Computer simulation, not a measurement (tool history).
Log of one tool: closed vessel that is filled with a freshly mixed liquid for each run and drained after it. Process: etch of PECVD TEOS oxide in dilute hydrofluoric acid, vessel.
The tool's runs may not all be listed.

run,hour,temperature setpoint of the liquid (K),parts of water to one part of 49 % hydrofluoric acid (parts by volume),time in the liquid (s),thickness taken off the PECVD TEOS oxide on a monitor wafer (Å)
1,0.0,296.15,175,295,234.62
2,4.6,296.15,135,295,318.52
3,11.6,298.65,135,295,347.31
4,15.7,299.65,125,295,399.89
5,22.2,301.15,125,295,421.58
# hour 29.0: hydrofluoric acid flow meter replaced
6,29.0,301.15,125,315,512.31
7,30.3,301.65,125,315,518.80
8,34.8,302.15,125,315,525.68
9,43.3,302.15,125,315,528.25
10,50.1,302.65,125,315,538.97
11,54.7,303.15,125,315,548.73

The next listed run, before its measurement:
12,56.0,303.65,120,315,?

{"run 12": {"thickness taken off the PECVD TEOS oxide on a monitor wafer (Å)": 594.16}}
